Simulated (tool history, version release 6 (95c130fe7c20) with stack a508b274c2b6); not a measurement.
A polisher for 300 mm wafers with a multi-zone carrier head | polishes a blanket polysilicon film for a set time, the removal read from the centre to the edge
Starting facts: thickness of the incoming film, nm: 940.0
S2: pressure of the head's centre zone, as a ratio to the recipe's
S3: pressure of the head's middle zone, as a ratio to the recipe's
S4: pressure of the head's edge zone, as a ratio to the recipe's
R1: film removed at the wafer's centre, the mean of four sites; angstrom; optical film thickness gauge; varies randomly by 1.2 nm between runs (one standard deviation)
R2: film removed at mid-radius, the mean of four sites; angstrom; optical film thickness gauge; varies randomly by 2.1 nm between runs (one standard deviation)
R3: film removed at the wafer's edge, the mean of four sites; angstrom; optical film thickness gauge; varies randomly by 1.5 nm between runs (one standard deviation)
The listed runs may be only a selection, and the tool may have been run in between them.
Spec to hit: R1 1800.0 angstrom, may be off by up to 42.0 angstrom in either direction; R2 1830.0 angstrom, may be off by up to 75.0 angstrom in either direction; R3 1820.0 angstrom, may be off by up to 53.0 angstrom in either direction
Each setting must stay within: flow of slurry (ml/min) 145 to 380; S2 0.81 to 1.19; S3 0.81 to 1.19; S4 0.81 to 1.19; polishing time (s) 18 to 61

Run 1, day 0.000: flow of slurry (ml/min) 245, S2 1.00, S3 1.00, S4 1.00, polishing time (s) 39. Result: R1 3002.7 angstrom, R2 3059.6 angstrom, R3 2954.3 angstrom.
Run 2, day 0.075: flow of slurry (ml/min) 245, S2 1.00, S3 1.00, S4 1.00, polishing time (s) 34. Result: R1 2676.3 angstrom, R2 2635.8 angstrom, R3 2561.0 angstrom.
Run 3, day 0.212: flow of slurry (ml/min) 285, S2 1.00, S3 1.00, S4 1.00, polishing time (s) 34. Result: R1 2686.8 angstrom, R2 2666.1 angstrom, R3 2599.4 angstrom.
Run 4, day 0.271: flow of slurry (ml/min) 285, S2 0.95, S3 1.00, S4 1.00, polishing time (s) 34. Result: R1 2602.6 angstrom, R2 2701.4 angstrom, R3 2588.9 angstrom.
Run 5, day 0.567: flow of slurry (ml/min) 275, S2 0.92, S3 0.97, S4 0.97, polishing time (s) 31. Result: R1 2244.1 angstrom, R2 2365.9 angstrom, R3 2337.6 angstrom.
Run 6, day 0.842: flow of slurry (ml/min) 275, S2 0.92, S3 1.02, S4 0.97, polishing time (s) 31. Result: R1 2256.9 angstrom, R2 2478.8 angstrom, R3 2352.5 angstrom.
Run 7, day 1.117: flow of slurry (ml/min) 280, S2 0.92, S3 1.00, S4 0.94, polishing time (s) 29. Result: R1 2115.5 angstrom, R2 2249.7 angstrom, R3 2204.7 angstrom.
Run 8, day 1.192: flow of slurry (ml/min) 235, S2 0.92, S3 0.97, S4 0.84, polishing time (s) 24. Result: R1 1721.7 angstrom, R2 1807.6 angstrom, R3 1734.8 angstrom.
Run 9, day 1.379: flow of slurry (ml/min) 245, S2 0.92, S3 0.96, S4 0.85, polishing time (s) 24. Result: R1 1747.8 angstrom, R2 1850.1 angstrom, R3 1739.7 angstrom.
Run 10, day 1.442: flow of slurry (ml/min) 240, S2 0.94, S3 0.90, S4 0.95, polishing time (s) 24. Result: R1 1772.5 angstrom, R2 1704.1 angstrom, R3 1808.6 angstrom.
Run 11, day 1.796: flow of slurry (ml/min) 245, S2 0.94, S3 0.91, S4 0.94, polishing time (s) 24. Result: R1 1783.9 angstrom, R2 1720.3 angstrom, R3 1813.4 angstrom.
Run 12, day 2.150: flow of slurry (ml/min) 250, S2 0.94, S3 0.92, S4 0.93, polishing time (s) 24. Result: R1 1788.6 angstrom, R2 1732.9 angstrom, R3 1786.7 angstrom.

Below are 5 possible settings for the next run. Only one of them brings all results inside the allowed miss of their targets. Which is it?
Run A, day 2.504: flow of slurry (ml/min) 270, S2 0.95, S3 0.96, S4 0.97, polishing time (s) 24. Result: R1 ?, R2 ?, R3 ?.
Run B, day 2.504: flow of slurry (ml/min) 255, S2 0.90, S3 0.84, S4 1.00, polishing time (s) 25. Result: R1 ?, R2 ?, R3 ?.
Run C, day 2.504: flow of slurry (ml/min) 290, S2 0.93, S3 0.81, S4 0.93, polishing time (s) 24. Result: R1 ?, R2 ?, R3 ?.
Run D, day 2.504: flow of slurry (ml/min) 250, S2 0.90, S3 0.97, S4 0.84, polishing time (s) 24. Result: R1 ?, R2 ?, R3 ?.
Run E, day 2.504: flow of slurry (ml/min) 235, S2 0.96, S3 0.89, S4 0.94, polishing time (s) 24. Result: R1 ?, R2 ?, R3 ?.

move      R1      R2      R3
   A  1812.0  1825.5  1807.7
   B  1781.7  1692.5  1893.7
   C  1788.5  1597.7  1800.2
   D  1707.9  1827.3  1729.5
   E  1798.7  1688.4  1773.7
A: hits every target within its allowed miss
B: the biggest miss grows against the last run
C: the biggest miss grows against the last run
D: gets the furthest-off result to its target, but another result is out of tolerance
E: the biggest miss grows against the last run
A is the move that brings every result within its allowed miss.

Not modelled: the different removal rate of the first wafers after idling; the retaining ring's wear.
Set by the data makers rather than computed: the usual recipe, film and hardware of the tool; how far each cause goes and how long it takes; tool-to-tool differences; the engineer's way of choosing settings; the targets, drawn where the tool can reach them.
